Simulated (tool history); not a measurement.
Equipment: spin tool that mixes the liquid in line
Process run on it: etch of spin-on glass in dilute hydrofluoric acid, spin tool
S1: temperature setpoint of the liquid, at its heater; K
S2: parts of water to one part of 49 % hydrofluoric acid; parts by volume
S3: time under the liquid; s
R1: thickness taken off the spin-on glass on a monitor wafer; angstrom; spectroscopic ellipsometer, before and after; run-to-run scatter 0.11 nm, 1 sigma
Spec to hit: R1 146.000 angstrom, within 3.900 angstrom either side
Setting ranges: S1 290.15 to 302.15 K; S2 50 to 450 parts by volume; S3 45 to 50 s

run,hour,S1,S2,S3,R1
1,0.0,294.15,250,45,85.388
2,0.7,294.15,250,45,86.323
3,2.4,294.15,320,45,63.655
4,9.5,294.15,230,45,95.327
5,15.9,295.65,225,45,104.310
6,22.4,297.15,225,45,110.100
7,24.1,298.15,220,45,116.150
8,30.7,298.15,220,45,117.770
9,37.5,299.15,215,45,125.630
10,46.4,299.65,215,45,127.940
11,50.9,300.15,215,45,129.550
# hour 53.5: hydrofluoric acid flow meter replaced
12,53.5,300.65,215,45,120.520
13,54.0,300.65,210,45,125.890
14,57.9,302.15,185,45,154.940

Exactly one of the 4 candidate moves below puts every result within its allowed miss. Which one?
A,61.8,301.15,170,45,?
B,61.8,297.65,165,50,?
C,61.8,302.15,180,50,?
D,61.8,302.15,210,50,?

move,R1
A,164.350
B,166.330
C,176.580
D,145.960
A: lands further from the targets than the last run did
B: lands further from the targets than the last run did
C: lands further from the targets than the last run did
D: in spec on every target
Correct choice: D, which meets every target
